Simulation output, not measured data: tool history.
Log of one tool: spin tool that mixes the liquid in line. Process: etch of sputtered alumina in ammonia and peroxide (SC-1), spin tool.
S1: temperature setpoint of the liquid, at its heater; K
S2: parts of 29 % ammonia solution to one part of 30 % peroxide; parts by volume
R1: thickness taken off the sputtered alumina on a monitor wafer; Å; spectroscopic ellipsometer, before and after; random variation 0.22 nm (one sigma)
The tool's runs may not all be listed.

Run 1, hour 0.0: S1 320.15 K, S2 0.55 parts by volume, time under the liquid (s) 305. Result: R1 137.22 Å.
Run 2, hour 1.8: S1 321.65 K, S2 0.55 parts by volume, time under the liquid (s) 305. Result: R1 148.23 Å.
Run 3, hour 10.1: S1 321.65 K, S2 0.40 parts by volume, time under the liquid (s) 305. Result: R1 147.45 Å.
Run 4, hour 14.3: S1 321.65 K, S2 0.55 parts by volume, time under the liquid (s) 305. Result: R1 150.54 Å.
Run 5, hour 21.8: S1 321.65 K, S2 0.45 parts by volume, time under the liquid (s) 305. Result: R1 145.62 Å.
Run 6, hour 23.9: S1 323.15 K, S2 0.45 parts by volume, time under the liquid (s) 305. Result: R1 160.73 Å.

Forecast run 7:
Run 7, hour 25.0: S1 324.15 K, S2 0.45 parts by volume, time under the liquid (s) 305. Result: R1 ?.

Run 7 gave R1 166.42 Å.

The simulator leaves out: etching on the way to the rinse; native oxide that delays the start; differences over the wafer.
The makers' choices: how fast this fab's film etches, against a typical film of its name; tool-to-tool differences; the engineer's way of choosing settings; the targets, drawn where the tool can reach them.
